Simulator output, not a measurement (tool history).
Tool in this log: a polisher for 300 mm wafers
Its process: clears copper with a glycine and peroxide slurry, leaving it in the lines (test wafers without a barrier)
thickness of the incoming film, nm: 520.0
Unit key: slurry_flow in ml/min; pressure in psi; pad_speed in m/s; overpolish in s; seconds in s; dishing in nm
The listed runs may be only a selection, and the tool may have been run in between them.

Run 1, day 0: slurry_flow 275 ml/min, pressure 1.9 psi, pad_speed 0.82 m/s, overpolish 19 s. Result: seconds 135.76 s, dishing 40.609 nm.
Run 2, day 0.262: slurry_flow 275 ml/min, pressure 1.9 psi, pad_speed 0.82 m/s, overpolish 20 s. Result: seconds 134.94 s, dishing 43.315 nm.
Run 3, day 0.417: slurry_flow 275 ml/min, pressure 1.9 psi, pad_speed 0.82 m/s, overpolish 21 s. Result: seconds 134.48 s, dishing 46.219 nm.
Run 4, day 0.496: slurry_flow 275 ml/min, pressure 1.9 psi, pad_speed 0.82 m/s, overpolish 22 s. Result: seconds 138.48 s, dishing 45.277 nm.
Run 5, day 0.767: slurry_flow 275 ml/min, pressure 1.9 psi, pad_speed 0.82 m/s, overpolish 23 s. Result: seconds 135.88 s, dishing 47.25 nm.
Run 6, day 1.012: slurry_flow 275 ml/min, pressure 1.9 psi, pad_speed 0.64 m/s, overpolish 23 s. Result: seconds 157 s, dishing 43.38 nm.

Run 7 comes next. What will it give?
Run 7, day 1.092: slurry_flow 275 ml/min, pressure 2 psi, pad_speed 0.64 m/s, overpolish 24 s. Result: seconds ?, dishing ?.

Run 7 produced seconds 153.55 s, dishing 44.847 nm.
